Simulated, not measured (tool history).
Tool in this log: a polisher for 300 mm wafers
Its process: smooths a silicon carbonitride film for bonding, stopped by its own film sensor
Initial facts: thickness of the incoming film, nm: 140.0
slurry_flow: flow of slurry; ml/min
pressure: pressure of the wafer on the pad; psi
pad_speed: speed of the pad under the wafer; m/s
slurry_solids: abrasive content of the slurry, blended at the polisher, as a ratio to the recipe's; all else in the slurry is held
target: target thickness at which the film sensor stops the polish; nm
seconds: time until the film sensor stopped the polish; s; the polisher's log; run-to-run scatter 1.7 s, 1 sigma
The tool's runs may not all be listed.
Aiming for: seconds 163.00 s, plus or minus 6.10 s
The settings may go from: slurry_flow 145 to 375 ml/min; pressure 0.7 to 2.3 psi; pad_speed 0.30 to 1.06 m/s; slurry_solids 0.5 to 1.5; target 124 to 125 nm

| run | hour | slurry_flow | pressure | pad_speed | slurry_solids | target | seconds |
|---|---|---|---|---|---|---|---|
| 1 | 0.0 | 240 | 1.5 | 0.68 | 1.0 | 125 | 126.20 |
| 2 | 5.5 | 240 | 1.4 | 0.68 | 1.0 | 125 | 134.19 |
| 3 | 13.6 | 240 | 1.2 | 0.68 | 1.0 | 125 | 141.99 |
| 4 | 21.0 | 195 | 1.2 | 0.68 | 1.0 | 125 | 147.07 |
| 5 | 27.9 | 195 | 1.4 | 0.68 | 1.0 | 125 | 132.40 |
| 6 | 28.9 | 195 | 1.4 | 0.68 | 1.0 | 125 | 136.61 |
| 7 | 30.3 | 195 | 1.3 | 0.68 | 1.0 | 125 | 140.70 |
| 8 | 31.7 | 195 | 1.2 | 0.68 | 1.0 | 125 | 149.49 |
| 9 | 33.3 | 195 | 1.1 | 0.68 | 1.0 | 125 | 155.47 |

Exactly one of the 4 candidate moves below puts every result within its allowed miss. Which one?
| A | 34.9 | 295 | 1.0 | 0.82 | 1.0 | 124 | ? |
| B | 34.9 | 205 | 1.1 | 0.70 | 1.0 | 125 | ? |
| C | 34.9 | 190 | 1.0 | 0.74 | 1.0 | 124 | ? |
| D | 34.9 | 220 | 1.2 | 0.64 | 1.0 | 125 | ? |

| move | seconds |
|---|---|
| A | 141.49 |
| B | 149.66 |
| C | 162.33 |
| D | 151.86 |
A: its largest miss is bigger than the last run's
B: its largest miss is bigger than the last run's
C: meets every target
D: its largest miss is bigger than the last run's
Answer: C
